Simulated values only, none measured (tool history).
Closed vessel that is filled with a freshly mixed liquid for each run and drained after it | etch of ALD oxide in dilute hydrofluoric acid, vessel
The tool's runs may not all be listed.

run	day	temperature setpoint of the liquid (C)	parts of water to one part of 49 % hydrofluoric acid (parts by volume)	time in the liquid (s)	thickness taken off the ALD oxide on a monitor wafer (angstrom)
1	0	26	145	30	77.204
2	0.317	23.5	145	30	69.43
3	0.5	27	110	30	110.44
4	0.817	29	95	30	137.87
5	0.975	32	95	30	156.9
6	1.312	32.5	85	30	177.91
7	1.554	33	80	30	196.36

Run 8 comes next. What will it give?
8	1.812	33.5	75	30	?

Run 8 yielded thickness taken off the ALD oxide on a monitor wafer (angstrom) 212.54.

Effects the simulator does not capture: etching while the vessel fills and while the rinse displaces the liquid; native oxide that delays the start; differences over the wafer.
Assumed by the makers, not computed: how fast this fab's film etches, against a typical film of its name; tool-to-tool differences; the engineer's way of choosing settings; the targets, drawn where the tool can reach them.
